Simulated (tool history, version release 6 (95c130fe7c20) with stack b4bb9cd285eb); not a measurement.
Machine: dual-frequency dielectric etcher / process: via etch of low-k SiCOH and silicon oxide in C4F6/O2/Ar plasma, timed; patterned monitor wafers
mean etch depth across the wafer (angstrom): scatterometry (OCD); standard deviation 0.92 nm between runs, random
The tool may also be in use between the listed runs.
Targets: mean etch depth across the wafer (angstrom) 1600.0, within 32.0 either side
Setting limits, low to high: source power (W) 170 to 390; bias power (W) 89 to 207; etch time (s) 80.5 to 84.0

run,hour,source power (W),bias power (W),etch time (s),mean etch depth across the wafer (angstrom)
1,0.0,280,148,80.5,1830.1
2,2.4,300,148,80.5,1886.0
3,5.2,280,146,80.5,1807.0
4,8.9,310,146,80.5,1902.5
5,11.2,310,156,80.5,1975.6
# hour 18.5: source power generator calibrated
6,18.5,310,156,80.5,1916.3
7,21.8,280,152,80.5,1818.0
8,30.1,270,151,80.5,1779.4
9,32.4,260,150,80.5,1734.4
10,40.3,260,150,80.5,1739.4
11,45.6,260,150,80.5,1750.9
12,50.3,250,149,80.5,1686.2
13,55.8,240,148,80.5,1659.9

Of the 4 settings listed for the next run, only one would bring every result within its allowed miss of target. Which one?
A,61.3,240,145,84.0,?
B,61.3,240,147,81.5,?
C,61.3,210,162,80.5,?
D,61.3,250,147,83.0,?

move,mean etch depth across the wafer (angstrom)
A,1703.1
B,1661.2
C,1587.5
D,1728.1
A: lands further from the targets than the last run did
B: no nearer and no further than the last run
C: every result within its allowed miss
D: lands further from the targets than the last run did
C meets every target.

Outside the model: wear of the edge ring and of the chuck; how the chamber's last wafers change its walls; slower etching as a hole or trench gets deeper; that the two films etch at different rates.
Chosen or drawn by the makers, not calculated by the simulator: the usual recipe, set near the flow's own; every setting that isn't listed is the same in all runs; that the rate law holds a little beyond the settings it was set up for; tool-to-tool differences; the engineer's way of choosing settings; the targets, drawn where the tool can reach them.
